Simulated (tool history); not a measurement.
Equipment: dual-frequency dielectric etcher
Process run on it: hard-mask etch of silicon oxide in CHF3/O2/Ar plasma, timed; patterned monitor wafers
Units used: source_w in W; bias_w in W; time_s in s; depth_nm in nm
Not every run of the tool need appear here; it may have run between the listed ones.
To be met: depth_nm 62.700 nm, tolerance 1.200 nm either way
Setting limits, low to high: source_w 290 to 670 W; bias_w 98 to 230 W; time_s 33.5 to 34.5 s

{"run": 1, "day": 0.0, "source_w": 480, "bias_w": 164, "time_s": 33.5, "depth_nm": 57.068}
{"run": 2, "day": 0.092, "source_w": 500, "bias_w": 166, "time_s": 33.5, "depth_nm": 58.23}
{"run": 3, "day": 0.279, "source_w": 520, "bias_w": 167, "time_s": 33.5, "depth_nm": 58.901}
{"run": 4, "day": 0.533, "source_w": 540, "bias_w": 169, "time_s": 33.5, "depth_nm": 59.892}
{"run": 5, "day": 0.696, "source_w": 540, "bias_w": 153, "time_s": 33.5, "depth_nm": 57.542}
{"run": 6, "day": 0.858, "source_w": 540, "bias_w": 153, "time_s": 33.5, "depth_nm": 57.667}
{"run": 7, "day": 0.883, "source_w": 560, "bias_w": 155, "time_s": 33.5, "depth_nm": 58.51}
{"run": 8, "day": 1.212, "source_w": 580, "bias_w": 157, "time_s": 33.5, "depth_nm": 59.505}
{"run": 9, "day": 1.35, "source_w": 600, "bias_w": 159, "time_s": 33.5, "depth_nm": 60.649}
{"run": 10, "day": 1.521, "source_w": 610, "bias_w": 160, "time_s": 33.5, "depth_nm": 61.091}
{"run": 11, "day": 1.808, "source_w": 610, "bias_w": 160, "time_s": 33.5, "depth_nm": 61.071}
{"run": 12, "day": 1.971, "source_w": 620, "bias_w": 161, "time_s": 33.5, "depth_nm": 61.404}

Next run, 5 choices. One meets every target within its allowed miss, the rest don't. Which?
{"run": "A", "day": 2.133, "source_w": 550, "bias_w": 154, "time_s": 34.5, "depth_nm": "?"}
{"run": "B", "day": 2.133, "source_w": 590, "bias_w": 149, "time_s": 34.5, "depth_nm": "?"}
{"run": "C", "day": 2.133, "source_w": 600, "bias_w": 159, "time_s": 33.5, "depth_nm": "?"}
{"run": "D", "day": 2.133, "source_w": 670, "bias_w": 144, "time_s": 34.5, "depth_nm": "?"}
{"run": "E", "day": 2.133, "source_w": 630, "bias_w": 153, "time_s": 33.5, "depth_nm": "?"}

move=A depth_nm=59.890
move=B depth_nm=60.513
move=C depth_nm=60.563
move=D depth_nm=62.321
move=E depth_nm=60.653
A: the biggest miss grows against the last run
B: the biggest miss grows against the last run
C: the biggest miss grows against the last run
D: hits every target within its allowed miss
E: the biggest miss grows against the last run
Go with D: it meets all targets.
